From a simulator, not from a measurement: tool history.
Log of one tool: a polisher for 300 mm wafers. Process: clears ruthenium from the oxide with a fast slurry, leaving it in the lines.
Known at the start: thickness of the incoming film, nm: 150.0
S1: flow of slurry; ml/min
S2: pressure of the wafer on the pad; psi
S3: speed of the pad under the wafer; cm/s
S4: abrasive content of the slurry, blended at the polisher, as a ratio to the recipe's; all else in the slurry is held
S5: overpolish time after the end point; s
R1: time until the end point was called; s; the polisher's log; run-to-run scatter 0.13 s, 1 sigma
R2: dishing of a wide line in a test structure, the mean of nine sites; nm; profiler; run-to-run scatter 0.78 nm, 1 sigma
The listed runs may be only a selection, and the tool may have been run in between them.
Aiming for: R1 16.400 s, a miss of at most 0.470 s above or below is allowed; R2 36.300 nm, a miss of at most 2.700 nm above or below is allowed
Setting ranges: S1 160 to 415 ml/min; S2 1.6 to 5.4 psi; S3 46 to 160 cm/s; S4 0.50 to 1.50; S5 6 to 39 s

run 1 day=0.000 | S1=265 S2=3.5 S3=102 S4=1.00 S5=20 | R1=28.406 R2=54.666
run 2 day=0.138 | S1=265 S2=3.5 S3=102 S4=0.80 S5=20 | R1=31.375 R2=51.071
run 3 day=0.462 | S1=265 S2=3.5 S3=102 S4=0.65 S5=20 | R1=34.246 R2=49.502
run 4 day=0.658 | S1=205 S2=3.5 S3=102 S4=0.65 S5=20 | R1=35.722 R2=45.999
run 5 day=0.733 | S1=205 S2=3.5 S3=102 S4=0.65 S5=14 | R1=35.876 R2=38.535
run 6 day=1.092 | S1=200 S2=3.7 S3=106 S4=0.65 S5=13 | R1=32.689 R2=37.494
run 7 day=1.362 | S1=200 S2=3.9 S3=108 S4=0.65 S5=12 | R1=30.692 R2=39.319
run 8 day=1.667 | S1=195 S2=4.0 S3=112 S4=0.65 S5=11 | R1=28.906 R2=37.271
run 9 day=1.754 | S1=190 S2=4.2 S3=116 S4=0.65 S5=10 | R1=26.545 R2=36.515
run 10 day=2.062 | S1=190 S2=4.2 S3=116 S4=0.65 S5=10 | R1=27.023 R2=36.913
run 11 day=2.275 | S1=215 S2=5.2 S3=132 S4=0.65 S5=6 | R1=18.652 R2=32.230
run 12 day=2.371 | S1=215 S2=5.3 S3=136 S4=0.65 S5=8 | R1=17.784 R2=41.722
run 13 day=2.633 | S1=215 S2=5.3 S3=136 S4=0.65 S5=8 | R1=18.183 R2=41.893

5 candidate next runs follow, results not yet known. Just one meets every target within its allowed miss. Identify it.
run A day=2.896 | S1=165 S2=5.4 S3=152 S4=0.65 S5=8 | R1=? R2=?
run B day=2.896 | S1=255 S2=4.9 S3=138 S4=0.55 S5=12 | R1=? R2=?
run C day=2.896 | S1=240 S2=5.1 S3=122 S4=0.85 S5=8 | R1=? R2=?
run D day=2.896 | S1=240 S2=5.4 S3=150 S4=0.60 S5=6 | R1=? R2=?
run E day=2.896 | S1=195 S2=5.3 S3=144 S4=0.70 S5=11 | R1=? R2=?

move=A R1=16.382 R2=43.002
move=B R1=20.264 R2=47.871
move=C R1=17.746 R2=40.978
move=D R1=16.321 R2=35.912
move=E R1=16.446 R2=50.869
A: puts the biggest miss on target and leaves a different result outside tolerance
B: moves away from the targets compared with the last run
C: an improvement on the last run, though not all results are within tolerance
D: all results land within tolerance of their targets
E: puts the biggest miss on target and leaves a different result outside tolerance
D is the move that brings every result within its allowed miss.

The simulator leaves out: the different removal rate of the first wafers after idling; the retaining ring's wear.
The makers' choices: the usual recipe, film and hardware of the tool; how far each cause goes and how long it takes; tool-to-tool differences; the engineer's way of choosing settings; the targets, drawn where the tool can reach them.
